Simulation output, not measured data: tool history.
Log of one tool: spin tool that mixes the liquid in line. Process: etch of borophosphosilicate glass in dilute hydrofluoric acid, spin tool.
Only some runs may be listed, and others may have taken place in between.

| run | hour | temperature setpoint of the liquid (C) | parts of water to one part of 49 % hydrofluoric acid (parts by volume) | time under the liquid (s) | thickness taken off the borophosphosilicate glass on a monitor wafer (angstrom) |
|---|---|---|---|---|---|
| 1 | 0.0 | 26.0 | 100 | 115 | 811.47 |
| 2 | 7.9 | 26.0 | 100 | 115 | 803.22 |
| 3 | 16.7 | 26.0 | 135 | 115 | 580.35 |
| 4 | 20.8 | 28.5 | 100 | 115 | 895.00 |
| 5 | 24.4 | 28.5 | 100 | 115 | 900.68 |
| 6 | 29.9 | 30.0 | 75 | 115 | 1317.00 |
| 7 | 36.1 | 31.5 | 60 | 115 | 1766.00 |
| 8 | 39.7 | 32.5 | 55 | 115 | 2035.00 |

Expected results for the next run?
| 9 | 48.8 | 34.0 | 40 | 115 | ? |

For run 9 the tool returned thickness taken off the borophosphosilicate glass on a monitor wafer (angstrom) 3034.60.
